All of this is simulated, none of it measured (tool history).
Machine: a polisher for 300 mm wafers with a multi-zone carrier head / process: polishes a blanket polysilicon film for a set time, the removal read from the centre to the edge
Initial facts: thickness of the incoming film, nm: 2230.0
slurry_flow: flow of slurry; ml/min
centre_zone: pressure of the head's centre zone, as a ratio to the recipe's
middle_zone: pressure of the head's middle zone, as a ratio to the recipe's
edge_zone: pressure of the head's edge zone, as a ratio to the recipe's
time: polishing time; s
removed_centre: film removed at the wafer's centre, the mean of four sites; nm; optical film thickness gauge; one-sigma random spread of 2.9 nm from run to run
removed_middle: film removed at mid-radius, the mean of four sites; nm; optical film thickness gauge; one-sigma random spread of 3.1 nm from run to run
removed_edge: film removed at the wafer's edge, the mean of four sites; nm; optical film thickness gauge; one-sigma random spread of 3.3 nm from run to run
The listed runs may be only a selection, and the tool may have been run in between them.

run,hour,slurry_flow,centre_zone,middle_zone,edge_zone,time,removed_centre,removed_middle,removed_edge
1,0.0,315,1.00,1.00,1.00,72,436.45,444.15,430.43
2,8.1,315,0.94,1.00,1.00,72,419.26,438.78,435.39
3,10.5,315,0.94,1.00,1.04,72,417.36,436.63,438.66
4,17.9,315,1.01,1.00,1.04,72,443.31,437.47,442.28
5,26.6,315,1.01,1.00,1.08,72,446.99,429.23,449.62
6,30.1,315,1.01,1.04,1.08,72,444.79,452.68,447.68
7,37.7,305,1.02,0.99,1.06,71,438.68,430.27,434.84

For run 8, what comes out?
8,38.5,310,1.03,0.94,1.05,70,?,?,?

Run 8 yielded removed_centre 441.70 nm, removed_middle 403.81 nm, removed_edge 435.52 nm.

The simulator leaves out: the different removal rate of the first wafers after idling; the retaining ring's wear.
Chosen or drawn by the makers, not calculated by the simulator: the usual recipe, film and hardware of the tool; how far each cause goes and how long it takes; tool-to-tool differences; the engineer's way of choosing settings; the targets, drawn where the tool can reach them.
